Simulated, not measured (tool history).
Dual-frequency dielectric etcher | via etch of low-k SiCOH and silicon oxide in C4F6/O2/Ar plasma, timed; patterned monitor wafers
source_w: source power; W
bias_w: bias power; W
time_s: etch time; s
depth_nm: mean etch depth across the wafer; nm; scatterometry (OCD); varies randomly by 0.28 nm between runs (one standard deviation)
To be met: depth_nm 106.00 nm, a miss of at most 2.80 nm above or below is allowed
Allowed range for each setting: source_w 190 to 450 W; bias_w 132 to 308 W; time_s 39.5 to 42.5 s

| run | hour | source_w | bias_w | time_s | depth_nm |
|---|---|---|---|---|---|
| 1 | 0.0 | 320 | 220 | 42.5 | 119.68 |
| 2 | 3.9 | 350 | 220 | 42.5 | 123.46 |
| 3 | 8.7 | 350 | 190 | 42.5 | 117.86 |
| 4 | 12.4 | 350 | 216 | 42.5 | 121.80 |
| 5 | 18.8 | 390 | 216 | 42.5 | 126.55 |
| 6 | 26.0 | 380 | 210 | 42.5 | 124.84 |
| 7 | 33.2 | 370 | 205 | 42.5 | 122.79 |
| 8 | 37.5 | 360 | 201 | 42.5 | 120.92 |
| 9 | 45.8 | 350 | 197 | 42.5 | 118.72 |
| 10 | 48.7 | 350 | 197 | 42.5 | 119.26 |
| 11 | 56.9 | 340 | 193 | 42.5 | 116.88 |
| 12 | 65.6 | 340 | 193 | 42.5 | 116.84 |
| 13 | 69.7 | 330 | 190 | 42.5 | 115.37 |
| 14 | 72.4 | 320 | 188 | 42.5 | 114.28 |

5 next moves are on the table. One of them brings every result within its allowed miss. Which?
| A | 75.1 | 340 | 192 | 40.5 | ? |
| B | 75.1 | 310 | 168 | 39.5 | ? |
| C | 75.1 | 310 | 192 | 39.5 | ? |
| D | 75.1 | 390 | 193 | 42.5 | ? |
| E | 75.1 | 380 | 183 | 39.5 | ? |

| move | depth_nm |
|---|---|
| A | 111.60 |
| B | 101.67 |
| C | 105.53 |
| D | 122.89 |
| E | 111.54 |
A: better than the last run, though not everything is in spec
B: carries the result that was furthest off beyond its target, to the other side
C: each result inside its tolerance
D: lands further from the targets than the last run did
E: better than the last run, though not everything is in spec
Move C is the one to make.

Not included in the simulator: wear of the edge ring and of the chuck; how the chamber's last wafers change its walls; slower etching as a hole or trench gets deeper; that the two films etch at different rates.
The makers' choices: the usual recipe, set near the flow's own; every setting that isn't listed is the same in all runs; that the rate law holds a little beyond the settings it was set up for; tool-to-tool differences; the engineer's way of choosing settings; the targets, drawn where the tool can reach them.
